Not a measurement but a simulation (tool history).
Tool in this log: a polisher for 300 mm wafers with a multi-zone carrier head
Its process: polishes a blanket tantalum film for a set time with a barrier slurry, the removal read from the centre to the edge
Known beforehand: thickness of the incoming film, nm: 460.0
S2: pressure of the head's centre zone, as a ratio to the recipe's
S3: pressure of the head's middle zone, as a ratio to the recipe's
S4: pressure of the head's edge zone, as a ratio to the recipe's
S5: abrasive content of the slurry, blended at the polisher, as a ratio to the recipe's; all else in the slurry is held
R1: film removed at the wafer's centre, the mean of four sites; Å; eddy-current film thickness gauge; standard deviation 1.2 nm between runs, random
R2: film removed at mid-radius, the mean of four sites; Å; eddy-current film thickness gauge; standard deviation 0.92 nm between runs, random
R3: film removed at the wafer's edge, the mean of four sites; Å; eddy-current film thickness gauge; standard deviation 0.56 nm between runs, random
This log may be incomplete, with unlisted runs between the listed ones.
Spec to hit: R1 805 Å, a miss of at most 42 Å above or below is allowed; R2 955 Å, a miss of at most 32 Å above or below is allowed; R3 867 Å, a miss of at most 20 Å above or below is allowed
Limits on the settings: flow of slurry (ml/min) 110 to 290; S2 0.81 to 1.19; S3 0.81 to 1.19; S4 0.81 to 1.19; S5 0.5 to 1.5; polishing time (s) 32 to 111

run 1 hour=0 | flow_of_slurry_(ml/min)=185 S2=1 S3=1 S4=1 S5=1 polishing_time_(s)=71 | R1=1431.8 R2=1435.8 R3=1418.5
run 2 hour=8.7 | flow_of_slurry_(ml/min)=180 S2=0.97 S3=1 S4=0.97 S5=0.9 polishing_time_(s)=67 | R1=1240.1 R2=1304.7 R3=1289.1
run 3 hour=16.9 | flow_of_slurry_(ml/min)=180 S2=0.97 S3=0.96 S4=0.97 S5=0.9 polishing_time_(s)=67 | R1=1251.1 R2=1273.5 R3=1304.7
run 4 hour=17.4 | flow_of_slurry_(ml/min)=180 S2=0.97 S3=0.96 S4=1 S5=0.9 polishing_time_(s)=67 | R1=1240 R2=1283.2 R3=1322.8
run 5 hour=26.3 | flow_of_slurry_(ml/min)=175 S2=0.96 S3=0.98 S4=0.97 S5=0.8 polishing_time_(s)=64 | R1=1138.5 R2=1176.3 R3=1206.3
run 6 hour=28.8 | flow_of_slurry_(ml/min)=170 S2=0.95 S3=1.01 S4=0.94 S5=0.75 polishing_time_(s)=62 | R1=1113.4 R2=1179.7 R3=1147.8
run 7 hour=34.4 | flow_of_slurry_(ml/min)=170 S2=0.93 S3=1.02 S4=0.92 S5=0.7 polishing_time_(s)=59 | R1=1006.2 R2=1108.6 R3=1055.7
run 8 hour=37 | flow_of_slurry_(ml/min)=170 S2=0.92 S3=1.02 S4=0.9 S5=0.65 polishing_time_(s)=58 | R1=968.56 R2=1082.1 R3=1003.4
run 9 hour=38.8 | flow_of_slurry_(ml/min)=170 S2=0.91 S3=1.01 S4=0.89 S5=0.6 polishing_time_(s)=57 | R1=913.93 R2=1010.6 R3=975.44
run 10 hour=44.4 | flow_of_slurry_(ml/min)=170 S2=0.9 S3=1.02 S4=0.87 S5=0.6 polishing_time_(s)=57 | R1=887.22 R2=1035.7 R3=962.15
run 11 hour=51.1 | flow_of_slurry_(ml/min)=165 S2=0.9 S3=1.02 S4=0.86 S5=0.6 polishing_time_(s)=57 | R1=892.91 R2=1028.9 R3=953.67
run 12 hour=56.4 | flow_of_slurry_(ml/min)=160 S2=0.9 S3=1.02 S4=0.85 S5=0.6 polishing_time_(s)=57 | R1=887.62 R2=1015.1 R3=955.53
run 13 hour=59.1 | flow_of_slurry_(ml/min)=160 S2=0.9 S3=1.02 S4=0.85 S5=0.6 polishing_time_(s)=56 | R1=879.24 R2=1004.3 R3=938.7
run 14 hour=62.8 | flow_of_slurry_(ml/min)=160 S2=0.9 S3=1.02 S4=0.84 S5=0.6 polishing_time_(s)=56 | R1=900.67 R2=996.22 R3=933.78
run 15 hour=66.6 | flow_of_slurry_(ml/min)=160 S2=0.89 S3=1.02 S4=0.83 S5=0.6 polishing_time_(s)=56 | R1=860.46 R2=1021 R3=931.25
run 16 hour=75.3 | flow_of_slurry_(ml/min)=155 S2=0.89 S3=1.02 S4=0.82 S5=0.55 polishing_time_(s)=55 | R1=861.07 R2=962.48 R3=875.35
run 17 hour=82.4 | flow_of_slurry_(ml/min)=155 S2=0.88 S3=1.02 S4=0.82 S5=0.55 polishing_time_(s)=55 | R1=806.38 R2=965.8 R3=883.61

Exactly one of the 5 candidate moves below puts every result within its allowed miss. Which one?
run A hour=89.5 | flow_of_slurry_(ml/min)=125 S2=0.81 S3=1.06 S4=0.81 S5=0.55 polishing_time_(s)=56 | R1=? R2=? R3=?
run B hour=89.5 | flow_of_slurry_(ml/min)=200 S2=0.91 S3=1.13 S4=0.81 S5=0.6 polishing_time_(s)=50 | R1=? R2=? R3=?
run C hour=89.5 | flow_of_slurry_(ml/min)=135 S2=0.96 S3=1.07 S4=0.81 S5=0.65 polishing_time_(s)=54 | R1=? R2=? R3=?
run D hour=89.5 | flow_of_slurry_(ml/min)=150 S2=0.81 S3=1.02 S4=0.9 S5=0.5 polishing_time_(s)=55 | R1=? R2=? R3=?
run E hour=89.5 | flow_of_slurry_(ml/min)=150 S2=0.91 S3=1.09 S4=0.91 S5=0.6 polishing_time_(s)=51 | R1=? R2=? R3=?

move=A R1=733.8 R2=974.51 R3=859.3
move=B R1=827.82 R2=1031.5 R3=837.15
move=C R1=873.94 R2=999.79 R3=869.81
move=D R1=743.22 R2=949.74 R3=885.62
move=E R1=795.15 R2=967.06 R3=855.18
A: meets the target for the result that was furthest off, but another lies outside its allowed miss
B: the result that was furthest off in the last run now lies on the other side of its target
C: meets the target for the result that was furthest off, but another lies outside its allowed miss
D: meets the target for the result that was furthest off, but another lies outside its allowed miss
E: meets every target
Move E is the one to make.
